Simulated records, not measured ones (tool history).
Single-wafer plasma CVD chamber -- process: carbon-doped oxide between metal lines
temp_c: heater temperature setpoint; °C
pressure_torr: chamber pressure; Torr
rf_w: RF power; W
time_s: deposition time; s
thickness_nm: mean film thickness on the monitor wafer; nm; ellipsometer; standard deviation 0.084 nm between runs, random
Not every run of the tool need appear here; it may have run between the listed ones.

run 1 hour=0 | temp_c=370 pressure_torr=3.67 rf_w=495 time_s=6.93 | thickness_nm=32.591
run 2 hour=5 | temp_c=370 pressure_torr=3.67 rf_w=550 time_s=6.93 | thickness_nm=34.909
run 3 hour=8.6 | temp_c=370 pressure_torr=3.67 rf_w=615 time_s=6.93 | thickness_nm=37.224
run 4 hour=12.9 | temp_c=370 pressure_torr=3.67 rf_w=655 time_s=6.93 | thickness_nm=38.671
run 5 hour=14.1 | temp_c=373 pressure_torr=3.43 rf_w=585 time_s=6.87 | thickness_nm=34.99
run 6 hour=19.5 | temp_c=373 pressure_torr=3.43 rf_w=645 time_s=6.87 | thickness_nm=37.288
run 7 hour=23.6 | temp_c=385 pressure_torr=2.7 rf_w=565 time_s=6.63 | thickness_nm=31.838
run 8 hour=25.6 | temp_c=387 pressure_torr=2.6 rf_w=530 time_s=6.62 | thickness_nm=30.247

For run 9, what comes out?
run 9 hour=30.2 | temp_c=388 pressure_torr=2.52 rf_w=505 time_s=6.61 | thickness_nm=?

thickness_nm: 29.297 nm
